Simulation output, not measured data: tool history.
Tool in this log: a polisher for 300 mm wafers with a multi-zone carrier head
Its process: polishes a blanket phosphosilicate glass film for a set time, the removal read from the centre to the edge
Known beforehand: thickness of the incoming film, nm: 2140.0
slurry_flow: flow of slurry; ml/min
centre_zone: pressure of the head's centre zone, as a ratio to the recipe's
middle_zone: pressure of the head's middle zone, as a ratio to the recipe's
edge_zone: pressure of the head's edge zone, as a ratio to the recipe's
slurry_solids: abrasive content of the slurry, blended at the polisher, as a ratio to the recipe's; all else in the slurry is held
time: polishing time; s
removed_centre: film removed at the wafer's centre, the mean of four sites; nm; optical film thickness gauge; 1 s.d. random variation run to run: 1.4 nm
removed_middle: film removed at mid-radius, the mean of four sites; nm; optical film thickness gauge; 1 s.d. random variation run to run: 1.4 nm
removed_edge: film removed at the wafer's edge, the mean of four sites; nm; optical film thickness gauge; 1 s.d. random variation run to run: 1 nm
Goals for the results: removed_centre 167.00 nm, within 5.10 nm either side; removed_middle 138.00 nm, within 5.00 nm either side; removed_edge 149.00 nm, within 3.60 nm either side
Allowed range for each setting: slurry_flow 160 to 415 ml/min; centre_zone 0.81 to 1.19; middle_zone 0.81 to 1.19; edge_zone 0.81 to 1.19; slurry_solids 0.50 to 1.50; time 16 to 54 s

run  hour  slurry_flow  centre_zone  middle_zone  edge_zone  slurry_solids  time  removed_centre  removed_middle  removed_edge
  1   0.0          265         1.00         1.00       1.00           1.00    35          217.67          222.98        220.89
  2   5.7          265         1.01         0.98       0.98           0.95    35          216.98          217.99        216.81
  3  13.0          265         1.02         0.96       0.97           0.90    34          207.13          200.07        206.23
  4  16.7          265         1.03         0.95       0.96           0.85    33          197.07          190.56        192.30
  5  19.8          260         1.04         0.93       0.95           0.80    33          194.56          179.85        186.67
  6  23.3          255         1.04         0.92       0.94           0.75    33          189.53          173.04        178.86
  7  31.8          250         1.04         0.91       0.93           0.75    33          192.47          169.68        180.73
  8  38.8          245         1.04         0.91       0.92           0.70    33          179.64          165.26        173.64
  9  46.0          245         1.05         0.90       0.91           0.70    33          184.83          159.36        171.10
 10  48.8          240         1.05         0.90       0.90           0.70    33          183.47          160.81        170.12
 11  53.0          235         1.05         0.90       0.89           0.70    33          182.65          164.24        170.22
 12  57.4          235         1.05         0.89       0.88           0.70    33          182.75          162.56        168.72

Next run, 4 choices. One meets every target within its allowed miss, the rest don't. Which?
  A  61.8          220         0.95         0.89       0.97           0.75    33               ?               ?             ?
  B  61.8          215         0.85         0.94       1.01           0.60    39               ?               ?             ?
  C  61.8          255         1.15         0.81       0.90           0.65    34               ?               ?             ?
  D  61.8          240         1.10         0.86       0.90           0.60    31               ?               ?             ?

move  removed_centre  removed_middle  removed_edge
   A          168.79          164.49        182.42
   B          160.14          182.79        197.01
   C          201.09          149.26        172.97
   D          167.51          136.66        150.90
A: further off than the last run
B: further off than the last run
C: further off than the last run
D: every result lands within tolerance
Move D is the one to make.
